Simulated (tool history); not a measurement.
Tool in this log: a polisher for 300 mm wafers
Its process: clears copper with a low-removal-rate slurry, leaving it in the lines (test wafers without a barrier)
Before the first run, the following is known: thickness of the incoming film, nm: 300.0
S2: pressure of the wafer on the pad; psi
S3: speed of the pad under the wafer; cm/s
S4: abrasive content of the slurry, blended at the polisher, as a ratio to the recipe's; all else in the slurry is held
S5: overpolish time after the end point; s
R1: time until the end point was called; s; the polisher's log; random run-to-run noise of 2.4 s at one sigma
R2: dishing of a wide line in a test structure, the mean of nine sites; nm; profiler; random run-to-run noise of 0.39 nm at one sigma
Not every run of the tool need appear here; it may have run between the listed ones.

{"run": 1, "hour": 0.0, "flow of slurry (ml/min)": 315, "S2": 2.3, "S3": 84, "S4": 1.0, "S5": 17, "R1": 169.92, "R2": 22.759}
{"run": 2, "hour": 7.1, "flow of slurry (ml/min)": 315, "S2": 2.0, "S3": 84, "S4": 1.0, "S5": 17, "R1": 193.68, "R2": 20.348}
{"run": 3, "hour": 11.7, "flow of slurry (ml/min)": 240, "S2": 2.0, "S3": 84, "S4": 1.0, "S5": 17, "R1": 202.87, "R2": 19.888}
{"run": 4, "hour": 16.7, "flow of slurry (ml/min)": 240, "S2": 2.0, "S3": 84, "S4": 0.9, "S5": 17, "R1": 203.57, "R2": 19.541}
{"run": 5, "hour": 25.3, "flow of slurry (ml/min)": 250, "S2": 2.2, "S3": 84, "S4": 0.95, "S5": 19, "R1": 180.75, "R2": 23.389}
{"run": 6, "hour": 28.1, "flow of slurry (ml/min)": 260, "S2": 2.2, "S3": 84, "S4": 1.0, "S5": 21, "R1": 180.36, "R2": 26.218}
{"run": 7, "hour": 36.3, "flow of slurry (ml/min)": 265, "S2": 2.3, "S3": 84, "S4": 1.0, "S5": 22, "R1": 168.38, "R2": 28.252}
{"run": 8, "hour": 43.9, "flow of slurry (ml/min)": 265, "S2": 2.3, "S3": 84, "S4": 1.0, "S5": 23, "R1": 172.49, "R2": 29.813}
{"run": 9, "hour": 47.6, "flow of slurry (ml/min)": 265, "S2": 2.4, "S3": 84, "S4": 1.0, "S5": 23, "R1": 164.39, "R2": 29.734}

Run 10 comes next. What will it give?
{"run": 10, "hour": 49.6, "flow of slurry (ml/min)": 270, "S2": 2.4, "S3": 84, "S4": 1.0, "S5": 24, "R1": "?", "R2": "?"}

Run 10 produced R1 166.46 s, R2 31.338 nm.

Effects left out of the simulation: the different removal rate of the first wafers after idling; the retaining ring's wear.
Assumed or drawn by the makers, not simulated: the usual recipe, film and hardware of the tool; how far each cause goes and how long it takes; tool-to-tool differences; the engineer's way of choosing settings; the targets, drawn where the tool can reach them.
